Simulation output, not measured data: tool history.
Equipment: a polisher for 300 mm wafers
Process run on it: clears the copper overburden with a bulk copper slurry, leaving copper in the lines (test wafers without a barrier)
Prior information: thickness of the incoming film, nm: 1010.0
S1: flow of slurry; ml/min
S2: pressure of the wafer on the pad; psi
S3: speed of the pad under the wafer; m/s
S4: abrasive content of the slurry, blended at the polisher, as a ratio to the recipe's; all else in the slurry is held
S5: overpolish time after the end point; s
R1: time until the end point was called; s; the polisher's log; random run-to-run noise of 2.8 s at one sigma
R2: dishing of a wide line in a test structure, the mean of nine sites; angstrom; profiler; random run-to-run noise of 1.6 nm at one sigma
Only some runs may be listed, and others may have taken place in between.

Run 1, hour 0.0: S1 170 ml/min, S2 3.4 psi, S3 0.86 m/s, S4 1.0, S5 23 s. Result: R1 118.85 s, R2 971.22 angstrom.
Run 2, hour 3.5: S1 170 ml/min, S2 3.4 psi, S3 0.86 m/s, S4 0.9, S5 23 s. Result: R1 118.92 s, R2 984.40 angstrom.
Run 3, hour 9.7: S1 170 ml/min, S2 3.4 psi, S3 0.86 m/s, S4 1.1, S5 23 s. Result: R1 116.95 s, R2 985.41 angstrom.
Run 4, hour 15.6: S1 170 ml/min, S2 3.4 psi, S3 0.72 m/s, S4 1.1, S5 23 s. Result: R1 133.16 s, R2 914.68 angstrom.
Run 5, hour 21.1: S1 170 ml/min, S2 3.4 psi, S3 0.52 m/s, S4 1.1, S5 23 s. Result: R1 175.44 s, R2 760.20 angstrom.
Run 6, hour 27.6: S1 165 ml/min, S2 3.5 psi, S3 0.52 m/s, S4 1.1, S5 27 s. Result: R1 174.42 s, R2 877.18 angstrom.
Run 7, hour 30.6: S1 165 ml/min, S2 3.6 psi, S3 0.52 m/s, S4 1.1, S5 29 s. Result: R1 170.97 s, R2 928.32 angstrom.
Run 8, hour 33.3: S1 165 ml/min, S2 3.7 psi, S3 0.52 m/s, S4 1.1, S5 31 s. Result: R1 162.01 s, R2 994.90 angstrom.
Run 9, hour 34.1: S1 160 ml/min, S2 3.7 psi, S3 0.52 m/s, S4 1.1, S5 33 s. Result: R1 163.66 s, R2 1036.40 angstrom.

For run 10, what comes out?
Run 10, hour 39.6: S1 160 ml/min, S2 3.7 psi, S3 0.52 m/s, S4 1.1, S5 35 s. Result: R1 ?, R2 ?.

Run 10 gave R1 164.40 s, R2 1053.30 angstrom.
